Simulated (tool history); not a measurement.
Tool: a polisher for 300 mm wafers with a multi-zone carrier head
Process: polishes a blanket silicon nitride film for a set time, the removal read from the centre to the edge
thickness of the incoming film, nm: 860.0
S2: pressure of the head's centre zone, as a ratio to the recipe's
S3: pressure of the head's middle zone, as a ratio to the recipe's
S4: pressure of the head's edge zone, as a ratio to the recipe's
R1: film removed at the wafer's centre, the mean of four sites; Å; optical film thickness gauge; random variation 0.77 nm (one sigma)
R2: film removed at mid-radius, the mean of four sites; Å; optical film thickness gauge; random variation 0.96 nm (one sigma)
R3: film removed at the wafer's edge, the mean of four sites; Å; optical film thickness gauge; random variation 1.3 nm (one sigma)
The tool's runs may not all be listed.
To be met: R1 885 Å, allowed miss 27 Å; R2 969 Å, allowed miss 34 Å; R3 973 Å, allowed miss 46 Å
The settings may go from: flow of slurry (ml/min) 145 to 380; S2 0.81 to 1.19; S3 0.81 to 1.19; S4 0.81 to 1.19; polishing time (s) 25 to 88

Run 1, day 0: flow of slurry (ml/min) 245, S2 1, S3 1, S4 1, polishing time (s) 56. Result: R1 1545.1 Å, R2 1539.5 Å, R3 1544.5 Å.
Run 2, day 0.15: flow of slurry (ml/min) 240, S2 0.97, S3 0.99, S4 0.98, polishing time (s) 52. Result: R1 1385.1 Å, R2 1412.3 Å, R3 1397 Å.
Run 3, day 0.221: flow of slurry (ml/min) 230, S2 0.94, S3 0.97, S4 0.97, polishing time (s) 49. Result: R1 1287 Å, R2 1310.9 Å, R3 1325.4 Å.
Run 4, day 0.596: flow of slurry (ml/min) 230, S2 0.94, S3 0.97, S4 0.97, polishing time (s) 58. Result: R1 1499.4 Å, R2 1529 Å, R3 1566.2 Å.
Run 5, day 0.642: flow of slurry (ml/min) 230, S2 0.99, S3 0.97, S4 0.97, polishing time (s) 58. Result: R1 1577.8 Å, R2 1555.8 Å, R3 1581.6 Å.
Run 6, day 0.704: flow of slurry (ml/min) 225, S2 0.96, S3 0.97, S4 0.96, polishing time (s) 53. Result: R1 1405.7 Å, R2 1402.6 Å, R3 1442.5 Å.
Run 7, day 0.95: flow of slurry (ml/min) 225, S2 0.94, S3 0.97, S4 0.96, polishing time (s) 49. Result: R1 1273 Å, R2 1320.7 Å, R3 1339.7 Å.
Run 8, day 1.229: flow of slurry (ml/min) 210, S2 0.84, S3 0.88, S4 0.86, polishing time (s) 33. Result: R1 758.18 Å, R2 791.75 Å, R3 868.78 Å.
Run 9, day 1.358: flow of slurry (ml/min) 220, S2 0.85, S3 0.9, S4 0.88, polishing time (s) 33. Result: R1 757.58 Å, R2 816.79 Å, R3 862.32 Å.
Run 10, day 1.5: flow of slurry (ml/min) 220, S2 0.86, S3 0.92, S4 0.91, polishing time (s) 33. Result: R1 774.03 Å, R2 831.29 Å, R3 870.45 Å.
Run 11, day 1.596: flow of slurry (ml/min) 215, S2 0.87, S3 0.93, S4 0.92, polishing time (s) 34. Result: R1 805.53 Å, R2 885.36 Å, R3 906.26 Å.
Run 12, day 1.962: flow of slurry (ml/min) 215, S2 0.88, S3 0.93, S4 0.93, polishing time (s) 34. Result: R1 824.61 Å, R2 876.25 Å, R3 920.89 Å.

5 next moves are on the table. One of them brings every result within its allowed miss. Which?
Run A, day 2.329: flow of slurry (ml/min) 145, S2 0.93, S3 0.81, S4 1.08, polishing time (s) 35. Result: R1 ?, R2 ?, R3 ?.
Run B, day 2.329: flow of slurry (ml/min) 255, S2 0.88, S3 0.96, S4 0.92, polishing time (s) 36. Result: R1 ?, R2 ?, R3 ?.
Run C, day 2.329: flow of slurry (ml/min) 280, S2 0.84, S3 1.12, S4 0.94, polishing time (s) 32. Result: R1 ?, R2 ?, R3 ?.
Run D, day 2.329: flow of slurry (ml/min) 190, S2 0.87, S3 0.86, S4 0.95, polishing time (s) 33. Result: R1 ?, R2 ?, R3 ?.
Run E, day 2.329: flow of slurry (ml/min) 240, S2 0.91, S3 0.91, S4 0.97, polishing time (s) 31. Result: R1 ?, R2 ?, R3 ?.

move      R1      R2      R3
   A  854.13  782.33  991.48
   B  886.74  980.93  982.64
   C  759.72  1002.1  885.75
   D  778.19  797.93  896.61
   E  784.78  803.21  864.48
A: further off than the last run
B: meets every target
C: brings the result that was furthest off to its target, and leaves another outside
D: further off than the last run
E: further off than the last run
The right move is B.
